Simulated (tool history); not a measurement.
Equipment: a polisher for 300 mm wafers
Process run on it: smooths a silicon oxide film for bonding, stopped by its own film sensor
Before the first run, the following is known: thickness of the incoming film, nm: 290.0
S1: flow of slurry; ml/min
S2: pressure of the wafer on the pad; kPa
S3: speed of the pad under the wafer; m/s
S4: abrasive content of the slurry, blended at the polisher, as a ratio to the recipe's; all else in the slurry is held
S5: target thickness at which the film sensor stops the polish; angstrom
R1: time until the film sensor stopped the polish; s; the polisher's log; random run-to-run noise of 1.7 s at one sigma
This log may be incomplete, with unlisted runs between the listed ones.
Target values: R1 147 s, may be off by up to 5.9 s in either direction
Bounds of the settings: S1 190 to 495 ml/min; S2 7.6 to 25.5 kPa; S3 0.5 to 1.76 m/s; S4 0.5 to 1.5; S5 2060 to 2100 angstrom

run 1 day=0 | S1=320 S2=16.5 S3=1.12 S4=1 S5=2100 | R1=79.844
run 2 day=0.238 | S1=320 S2=15.2 S3=1.1 S4=1 S5=2100 | R1=86.678
run 3 day=0.367 | S1=320 S2=15.2 S3=0.82 S4=1 S5=2100 | R1=105.23
run 4 day=0.612 | S1=320 S2=15.2 S3=0.82 S4=1.1 S5=2100 | R1=101.34
run 5 day=0.767 | S1=285 S2=15.2 S3=0.82 S4=1.1 S5=2100 | R1=103.45
run 6 day=1.029 | S1=285 S2=14.5 S3=0.82 S4=1.1 S5=2100 | R1=105.78
run 7 day=1.125 | S1=285 S2=13.8 S3=0.82 S4=1.1 S5=2100 | R1=111.85
run 8 day=1.475 | S1=285 S2=13.1 S3=0.82 S4=1.1 S5=2100 | R1=118.21

Consider the 5 candidate settings below. Which is the only one whose results all fall within their allowed miss of target?
run A day=1.825 | S1=280 S2=11.7 S3=1.06 S4=1.4 S5=2060 | R1=?
run B day=1.825 | S1=190 S2=9.7 S3=0.92 S4=0.95 S5=2060 | R1=?
run C day=1.825 | S1=370 S2=12.4 S3=0.64 S4=0.95 S5=2100 | R1=?
run D day=1.825 | S1=235 S2=11 S3=0.64 S4=1.15 S5=2060 | R1=?
run E day=1.825 | S1=440 S2=9 S3=0.8 S4=1.25 S5=2060 | R1=?

move=A R1=103.57
move=B R1=161.48
move=C R1=147.99
move=D R1=163.22
move=E R1=156.65
A: further off than the last run
B: takes the result that was furthest off past its target
C: all results in spec
D: takes the result that was furthest off past its target
E: takes the result that was furthest off past its target
So the answer is move C, the one that meets all the targets.
